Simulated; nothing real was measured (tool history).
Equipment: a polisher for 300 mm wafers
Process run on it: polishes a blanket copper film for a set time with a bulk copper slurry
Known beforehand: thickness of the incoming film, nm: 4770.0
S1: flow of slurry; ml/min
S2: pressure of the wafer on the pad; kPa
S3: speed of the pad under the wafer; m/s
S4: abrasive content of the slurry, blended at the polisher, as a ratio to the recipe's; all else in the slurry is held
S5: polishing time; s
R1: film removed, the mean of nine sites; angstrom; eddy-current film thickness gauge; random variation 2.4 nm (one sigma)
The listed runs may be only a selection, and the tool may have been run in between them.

{"run": 1, "hour": 0.0, "S1": 235, "S2": 22.8, "S3": 0.86, "S4": 1.0, "S5": 31, "R1": 2895.7}
{"run": 2, "hour": 5.4, "S1": 260, "S2": 22.8, "S3": 0.86, "S4": 1.0, "S5": 31, "R1": 2873.1}
{"run": 3, "hour": 10.7, "S1": 260, "S2": 22.8, "S3": 1.0, "S4": 1.0, "S5": 31, "R1": 3276.5}
{"run": 4, "hour": 12.5, "S1": 300, "S2": 22.8, "S3": 1.0, "S4": 1.0, "S5": 31, "R1": 3361.0}
{"run": 5, "hour": 13.1, "S1": 300, "S2": 19.3, "S3": 0.98, "S4": 1.0, "S5": 31, "R1": 2784.3}
{"run": 6, "hour": 14.7, "S1": 300, "S2": 16.5, "S3": 0.98, "S4": 1.0, "S5": 31, "R1": 2407.2}

Expected results for the next run?
{"run": 7, "hour": 16.6, "S1": 300, "S2": 15.2, "S3": 0.98, "S4": 1.0, "S5": 31, "R1": "?"}

{"run 7": {"R1": 2274.4}}
